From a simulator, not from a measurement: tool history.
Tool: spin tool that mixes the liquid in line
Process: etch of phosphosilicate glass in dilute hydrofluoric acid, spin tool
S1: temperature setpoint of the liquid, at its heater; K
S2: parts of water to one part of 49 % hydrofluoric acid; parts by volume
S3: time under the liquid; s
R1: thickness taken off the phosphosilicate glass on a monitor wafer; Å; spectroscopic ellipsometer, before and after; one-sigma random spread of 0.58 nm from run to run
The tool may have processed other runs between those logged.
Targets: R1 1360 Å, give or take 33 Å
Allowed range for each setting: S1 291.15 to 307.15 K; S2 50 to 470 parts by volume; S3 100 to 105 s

| run | hour | S1 | S2 | S3 | R1 |
|---|---|---|---|---|---|
| 1 | 0 | 299.15 | 260 | 100 | 418.09 |
| 2 | 8.1 | 301.15 | 260 | 100 | 451.26 |
| 3 | 14.3 | 301.15 | 260 | 105 | 471.38 |
| 4 | 18.1 | 303.15 | 195 | 105 | 723.53 |
| 5 | 26 | 304.65 | 160 | 105 | 967.33 |
| 6 | 33.1 | 306.65 | 160 | 105 | 1036.3 |
| 7 | 40.9 | 306.65 | 145 | 105 | 1182.3 |
| 8 | 45.1 | 306.65 | 140 | 105 | 1221.4 |
| 9 | 48.8 | 306.65 | 135 | 105 | 1281.5 |

4 next moves are on the table. One of them brings every result within its allowed miss. Which?
| A | 52.5 | 305.15 | 115 | 105 | ? |
| B | 52.5 | 306.15 | 120 | 105 | ? |
| C | 52.5 | 307.15 | 125 | 105 | ? |
| D | 52.5 | 305.65 | 125 | 105 | ? |

| move | R1 |
|---|---|
| A | 1473.5 |
| B | 1453.4 |
| C | 1435.1 |
| D | 1360.6 |
A: takes the result that was furthest off past its target
B: takes the result that was furthest off past its target
C: takes the result that was furthest off past its target
D: all results land within tolerance of their targets
The move that meets every target is D.

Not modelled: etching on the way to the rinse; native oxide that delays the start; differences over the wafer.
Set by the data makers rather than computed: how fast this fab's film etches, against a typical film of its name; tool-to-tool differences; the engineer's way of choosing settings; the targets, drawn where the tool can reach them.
